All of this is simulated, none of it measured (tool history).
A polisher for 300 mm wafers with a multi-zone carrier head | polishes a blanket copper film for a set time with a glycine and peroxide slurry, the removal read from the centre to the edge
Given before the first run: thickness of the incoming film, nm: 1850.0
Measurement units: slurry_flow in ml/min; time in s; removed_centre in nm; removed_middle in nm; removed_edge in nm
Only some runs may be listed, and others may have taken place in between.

Run 1, hour 0.0: slurry_flow 170 ml/min, centre_zone 1.00, middle_zone 1.00, edge_zone 1.00, time 73 s. Result: removed_centre 342.91 nm, removed_middle 337.18 nm, removed_edge 341.37 nm.
Run 2, hour 4.3: slurry_flow 170 ml/min, centre_zone 1.05, middle_zone 1.00, edge_zone 1.00, time 73 s. Result: removed_centre 354.45 nm, removed_middle 318.23 nm, removed_edge 339.92 nm.
Run 3, hour 12.9: slurry_flow 160 ml/min, centre_zone 1.02, middle_zone 0.98, edge_zone 1.00, time 72 s. Result: removed_centre 334.10 nm, removed_middle 316.12 nm, removed_edge 332.69 nm.
Run 4, hour 18.3: slurry_flow 160 ml/min, centre_zone 1.02, middle_zone 0.98, edge_zone 1.00, time 85 s. Result: removed_centre 397.63 nm, removed_middle 375.44 nm, removed_edge 392.27 nm.
Run 5, hour 25.9: slurry_flow 160 ml/min, centre_zone 1.02, middle_zone 0.98, edge_zone 1.09, time 85 s. Result: removed_centre 394.17 nm, removed_middle 378.89 nm, removed_edge 402.59 nm.
Run 6, hour 33.7: slurry_flow 155 ml/min, centre_zone 1.00, middle_zone 0.97, edge_zone 1.07, time 82 s. Result: removed_centre 372.33 nm, removed_middle 360.17 nm, removed_edge 384.42 nm.
Run 7, hour 38.7: slurry_flow 150 ml/min, centre_zone 0.98, middle_zone 0.96, edge_zone 1.05, time 80 s. Result: removed_centre 352.17 nm, removed_middle 338.06 nm, removed_edge 373.43 nm.
Run 8, hour 39.3: slurry_flow 145 ml/min, centre_zone 0.97, middle_zone 0.97, edge_zone 1.03, time 78 s. Result: removed_centre 336.59 nm, removed_middle 329.75 nm, removed_edge 359.08 nm.

The next listed run, before its measurement:
Run 9, hour 47.2: slurry_flow 145 ml/min, centre_zone 0.97, middle_zone 0.97, edge_zone 1.03, time 78 s. Result: removed_centre ?, removed_middle ?, removed_edge ?.

removed_centre: 338.57 nm
removed_middle: 327.91 nm
removed_edge: 357.98 nm

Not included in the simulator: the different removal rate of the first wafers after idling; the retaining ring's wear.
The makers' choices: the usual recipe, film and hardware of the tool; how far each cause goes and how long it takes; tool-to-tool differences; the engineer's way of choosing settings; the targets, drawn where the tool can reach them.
